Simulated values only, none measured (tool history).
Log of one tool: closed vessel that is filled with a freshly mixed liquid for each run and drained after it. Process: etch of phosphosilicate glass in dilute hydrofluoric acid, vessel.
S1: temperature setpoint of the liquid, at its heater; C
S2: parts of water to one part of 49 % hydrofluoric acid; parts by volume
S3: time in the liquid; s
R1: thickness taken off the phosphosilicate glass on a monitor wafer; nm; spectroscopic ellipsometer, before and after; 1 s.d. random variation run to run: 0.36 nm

Run 1, hour 0: S1 25 C, S2 180 parts by volume, S3 85 s. Result: R1 95.035 nm.
Run 2, hour 2.5: S1 24 C, S2 190 parts by volume, S3 85 s. Result: R1 86.409 nm.
Run 3, hour 8: S1 27.5 C, S2 190 parts by volume, S3 85 s. Result: R1 98.849 nm.
Run 4, hour 14.2: S1 25.5 C, S2 190 parts by volume, S3 85 s. Result: R1 91.566 nm.
Run 5, hour 19.5: S1 25.5 C, S2 190 parts by volume, S3 85 s. Result: R1 91.508 nm.
Run 6, hour 27.3: S1 25.5 C, S2 190 parts by volume, S3 95 s. Result: R1 101.4 nm.
Run 7, hour 28.5: S1 24 C, S2 200 parts by volume, S3 95 s. Result: R1 90.198 nm.
Run 8, hour 31.3: S1 23 C, S2 210 parts by volume, S3 95 s. Result: R1 83.539 nm.
Run 9, hour 40.5: S1 22 C, S2 220 parts by volume, S3 95 s. Result: R1 73.459 nm.

Run 10 has not been measured yet. What should we expect?
Run 10, hour 43.3: S1 21 C, S2 225 parts by volume, S3 95 s. Result: R1 ?.

{"run 10": {"R1": 71.284}}
